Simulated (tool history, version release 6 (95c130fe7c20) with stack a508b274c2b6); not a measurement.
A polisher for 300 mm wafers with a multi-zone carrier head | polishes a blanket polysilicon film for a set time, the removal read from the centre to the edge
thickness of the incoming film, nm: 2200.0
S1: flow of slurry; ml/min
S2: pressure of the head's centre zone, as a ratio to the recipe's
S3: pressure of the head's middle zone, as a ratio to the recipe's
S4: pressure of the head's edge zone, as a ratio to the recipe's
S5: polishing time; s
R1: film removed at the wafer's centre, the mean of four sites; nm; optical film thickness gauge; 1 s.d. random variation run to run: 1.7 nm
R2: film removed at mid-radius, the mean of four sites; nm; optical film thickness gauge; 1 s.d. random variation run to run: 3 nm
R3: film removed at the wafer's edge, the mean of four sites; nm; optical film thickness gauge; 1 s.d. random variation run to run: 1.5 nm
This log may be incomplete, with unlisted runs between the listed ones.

Run 1, hour 0: S1 240 ml/min, S2 1, S3 1, S4 1, S5 60 s. Result: R1 231.67 nm, R2 228.19 nm, R3 234.48 nm.
Run 2, hour 8.3: S1 240 ml/min, S2 1, S3 1, S4 1.05, S5 60 s. Result: R1 229.15 nm, R2 223.17 nm, R3 236.68 nm.
Run 3, hour 12.8: S1 240 ml/min, S2 1, S3 0.93, S4 1.05, S5 60 s. Result: R1 229.56 nm, R2 211.98 nm, R3 238.38 nm.
Run 4, hour 21.2: S1 235 ml/min, S2 1, S3 0.95, S4 1.01, S5 58 s. Result: R1 222.55 nm, R2 207.32 nm, R3 223.63 nm.
Run 5, hour 30: S1 225 ml/min, S2 0.99, S3 0.96, S4 0.98, S5 58 s. Result: R1 220.14 nm, R2 213.98 nm, R3 221.86 nm.
Run 6, hour 34.3: S1 225 ml/min, S2 0.99, S3 0.96, S4 0.98, S5 68 s. Result: R1 258.16 nm, R2 248.65 nm, R3 259.42 nm.
Run 7, hour 37.2: S1 220 ml/min, S2 0.98, S3 0.96, S4 0.95, S5 65 s. Result: R1 241.06 nm, R2 238.52 nm, R3 240.98 nm.
Run 8, hour 42: S1 210 ml/min, S2 0.97, S3 0.95, S4 0.92, S5 64 s. Result: R1 232.46 nm, R2 221.73 nm, R3 233.83 nm.
Run 9, hour 49.1: S1 210 ml/min, S2 0.97, S3 0.97, S4 0.9, S5 62 s. Result: R1 225.73 nm, R2 230.55 nm, R3 225.96 nm.
Run 10, hour 51.6: S1 205 ml/min, S2 0.97, S3 0.96, S4 0.88, S5 61 s. Result: R1 222.57 nm, R2 215.75 nm, R3 218.58 nm.
Run 11, hour 56.7: S1 200 ml/min, S2 0.97, S3 0.97, S4 0.86, S5 60 s. Result: R1 219.84 nm, R2 215.78 nm, R3 212.35 nm.
Run 12, hour 64.8: S1 195 ml/min, S2 0.96, S3 0.97, S4 0.85, S5 60 s. Result: R1 216.29 nm, R2 217 nm, R3 213.56 nm.

For run 13, what comes out?
Run 13, hour 66.5: S1 195 ml/min, S2 0.96, S3 0.97, S4 0.84, S5 59 s. Result: R1 ?, R2 ?, R3 ?.

{"run 13": {"R1": 208.56, "R2": 216.96, "R3": 204.13}}

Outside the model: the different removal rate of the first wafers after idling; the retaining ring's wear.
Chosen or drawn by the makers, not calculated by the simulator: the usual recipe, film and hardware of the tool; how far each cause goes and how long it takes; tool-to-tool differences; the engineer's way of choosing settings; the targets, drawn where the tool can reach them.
